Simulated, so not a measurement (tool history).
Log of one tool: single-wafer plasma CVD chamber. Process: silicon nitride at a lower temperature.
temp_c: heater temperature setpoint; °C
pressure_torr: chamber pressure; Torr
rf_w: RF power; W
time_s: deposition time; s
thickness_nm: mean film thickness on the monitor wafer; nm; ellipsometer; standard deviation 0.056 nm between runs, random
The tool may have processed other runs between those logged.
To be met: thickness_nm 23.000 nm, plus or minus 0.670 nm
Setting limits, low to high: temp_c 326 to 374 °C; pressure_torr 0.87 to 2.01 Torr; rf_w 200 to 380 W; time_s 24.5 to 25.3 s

Run 1, day 0.000: temp_c 350 °C, pressure_torr 1.44 Torr, rf_w 290 W, time_s 24.5 s. Result: thickness_nm 24.768 nm.
Run 2, day 0.142: temp_c 350 °C, pressure_torr 1.42 Torr, rf_w 290 W, time_s 24.5 s. Result: thickness_nm 24.639 nm.
Run 3, day 0.438: temp_c 350 °C, pressure_torr 1.27 Torr, rf_w 290 W, time_s 24.5 s. Result: thickness_nm 23.908 nm.
Run 4, day 0.683: temp_c 350 °C, pressure_torr 1.27 Torr, rf_w 290 W, time_s 25.3 s. Result: thickness_nm 24.580 nm.
At day 0.804: RF generator calibrated.
Run 5, day 0.804: temp_c 350 °C, pressure_torr 1.25 Torr, rf_w 290 W, time_s 25.3 s. Result: thickness_nm 25.587 nm.
Run 6, day 0.846: temp_c 350 °C, pressure_torr 1.25 Torr, rf_w 330 W, time_s 25.3 s. Result: thickness_nm 28.146 nm.
Run 7, day 1.108: temp_c 350 °C, pressure_torr 1.24 Torr, rf_w 325 W, time_s 25.3 s. Result: thickness_nm 27.798 nm.
Run 8, day 1.296: temp_c 350 °C, pressure_torr 1.23 Torr, rf_w 320 W, time_s 25.3 s. Result: thickness_nm 27.245 nm.
Run 9, day 1.400: temp_c 350 °C, pressure_torr 1.22 Torr, rf_w 315 W, time_s 25.3 s. Result: thickness_nm 27.090 nm.
Run 10, day 1.446: temp_c 350 °C, pressure_torr 1.22 Torr, rf_w 315 W, time_s 25.3 s. Result: thickness_nm 26.935 nm.
Run 11, day 1.712: temp_c 350 °C, pressure_torr 1.21 Torr, rf_w 310 W, time_s 25.3 s. Result: thickness_nm 26.607 nm.
Run 12, day 1.838: temp_c 350 °C, pressure_torr 1.21 Torr, rf_w 305 W, time_s 25.3 s. Result: thickness_nm 26.232 nm.
Run 13, day 1.933: temp_c 350 °C, pressure_torr 1.21 Torr, rf_w 305 W, time_s 25.3 s. Result: thickness_nm 26.196 nm.
Run 14, day 2.100: temp_c 350 °C, pressure_torr 1.21 Torr, rf_w 300 W, time_s 25.3 s. Result: thickness_nm 26.061 nm.
Run 15, day 2.321: temp_c 350 °C, pressure_torr 1.21 Torr, rf_w 295 W, time_s 25.3 s. Result: thickness_nm 25.700 nm.
Run 16, day 2.488: temp_c 350 °C, pressure_torr 1.21 Torr, rf_w 290 W, time_s 25.3 s. Result: thickness_nm 25.274 nm.
Run 17, day 2.629: temp_c 350 °C, pressure_torr 1.21 Torr, rf_w 285 W, time_s 25.3 s. Result: thickness_nm 25.008 nm.
Run 18, day 2.958: temp_c 350 °C, pressure_torr 1.21 Torr, rf_w 280 W, time_s 25.3 s. Result: thickness_nm 24.576 nm.

Next run, 5 choices. One meets every target within its allowed miss, the rest don't. Which?
Run A, day 3.288: temp_c 351 °C, pressure_torr 1.34 Torr, rf_w 275 W, time_s 24.7 s. Result: thickness_nm ?.
Run B, day 3.288: temp_c 344 °C, pressure_torr 1.20 Torr, rf_w 275 W, time_s 25.3 s. Result: thickness_nm ?.
Run C, day 3.288: temp_c 334 °C, pressure_torr 0.92 Torr, rf_w 280 W, time_s 25.3 s. Result: thickness_nm ?.
Run D, day 3.288: temp_c 349 °C, pressure_torr 1.16 Torr, rf_w 290 W, time_s 25.3 s. Result: thickness_nm ?.
Run E, day 3.288: temp_c 343 °C, pressure_torr 1.33 Torr, rf_w 305 W, time_s 25.3 s. Result: thickness_nm ?.

move  thickness_nm
   A        24.303
   B        24.176
   C        22.696
   D        24.894
   E        26.956
A: nearer than the last run, and not there yet
B: nearer than the last run, and not there yet
C: in spec on every target
D: misses by more than the last run did
E: misses by more than the last run did
Move C is the one to make.
